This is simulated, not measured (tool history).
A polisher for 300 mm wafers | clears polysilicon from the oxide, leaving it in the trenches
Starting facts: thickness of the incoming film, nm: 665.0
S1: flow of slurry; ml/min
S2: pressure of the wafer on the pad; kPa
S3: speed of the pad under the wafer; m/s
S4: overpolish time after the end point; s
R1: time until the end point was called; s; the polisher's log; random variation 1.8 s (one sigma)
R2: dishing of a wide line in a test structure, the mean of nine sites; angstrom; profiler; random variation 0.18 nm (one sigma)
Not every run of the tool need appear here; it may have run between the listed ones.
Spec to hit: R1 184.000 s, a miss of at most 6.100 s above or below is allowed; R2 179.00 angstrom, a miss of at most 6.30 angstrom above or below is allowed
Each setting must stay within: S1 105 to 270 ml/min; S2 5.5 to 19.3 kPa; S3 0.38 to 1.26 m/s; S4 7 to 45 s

Run 1, day 0.000: S1 175 ml/min, S2 12.4 kPa, S3 0.82 m/s, S4 23 s. Result: R1 75.516 s, R2 384.78 angstrom.
Run 2, day 0.025: S1 155 ml/min, S2 12.4 kPa, S3 0.82 m/s, S4 23 s. Result: R1 77.102 s, R2 381.09 angstrom.
Run 3, day 0.088: S1 185 ml/min, S2 12.4 kPa, S3 0.82 m/s, S4 23 s. Result: R1 74.346 s, R2 383.49 angstrom.
Run 4, day 0.338: S1 160 ml/min, S2 10.3 kPa, S3 0.74 m/s, S4 18 s. Result: R1 102.210 s, R2 360.07 angstrom.
Run 5, day 0.417: S1 160 ml/min, S2 10.3 kPa, S3 0.56 m/s, S4 18 s. Result: R1 130.530 s, R2 344.09 angstrom.
Run 6, day 0.783: S1 160 ml/min, S2 10.3 kPa, S3 0.72 m/s, S4 18 s. Result: R1 103.250 s, R2 364.36 angstrom.
Run 7, day 0.854: S1 205 ml/min, S2 8.3 kPa, S3 0.50 m/s, S4 7 s. Result: R1 178.200 s, R2 184.16 angstrom.
Run 8, day 1.042: S1 210 ml/min, S2 8.3 kPa, S3 0.50 m/s, S4 7 s. Result: R1 177.740 s, R2 186.41 angstrom.
Run 9, day 1.179: S1 210 ml/min, S2 8.3 kPa, S3 0.50 m/s, S4 7 s. Result: R1 174.720 s, R2 186.58 angstrom.

Which single option among these 5 for the next run brings every result within its allowed miss of target? Just one does.
Run A, day 1.317: S1 215 ml/min, S2 9.7 kPa, S3 0.46 m/s, S4 7 s. Result: R1 ?, R2 ?.
Run B, day 1.317: S1 270 ml/min, S2 7.6 kPa, S3 0.56 m/s, S4 7 s. Result: R1 ?, R2 ?.
Run C, day 1.317: S1 260 ml/min, S2 6.9 kPa, S3 0.64 m/s, S4 7 s. Result: R1 ?, R2 ?.
Run D, day 1.317: S1 225 ml/min, S2 11.0 kPa, S3 0.38 m/s, S4 7 s. Result: R1 ?, R2 ?.
Run E, day 1.317: S1 195 ml/min, S2 9.0 kPa, S3 0.44 m/s, S4 7 s. Result: R1 ?, R2 ?.

move       R1      R2
   A  163.020  194.70
   B  165.820  192.43
   C  160.330  196.94
   D  170.620  188.64
   E  185.060  178.06
A: the biggest miss grows against the last run
B: the biggest miss grows against the last run
C: the biggest miss grows against the last run
D: the biggest miss grows against the last run
E: every result lands within tolerance
So the answer is move E, the one that meets all the targets.
